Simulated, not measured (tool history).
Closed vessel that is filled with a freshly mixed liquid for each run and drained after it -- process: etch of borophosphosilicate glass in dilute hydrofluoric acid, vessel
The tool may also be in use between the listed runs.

run,day,temperature setpoint of the liquid (C),parts of water to one part of 49 % hydrofluoric acid (parts by volume),time in the liquid (s),thickness taken off the borophosphosilicate glass on a monitor wafer (Å)
1,0,21,150,95,172.45
2,0.112,21,150,75,135.62
3,0.146,21,150,75,135.31
4,0.283,18.5,150,75,121.36
5,0.446,22,130,75,166.33
6,0.754,22,130,95,210.72
7,0.846,24,125,95,239.92
8,1,25.5,125,95,252.8
9,1.146,26.5,120,95,274.51

Run 10 has not been measured yet. What should we expect?
10,1.354,27.5,120,95,?

thickness taken off the borophosphosilicate glass on a monitor wafer (Å): 283.71
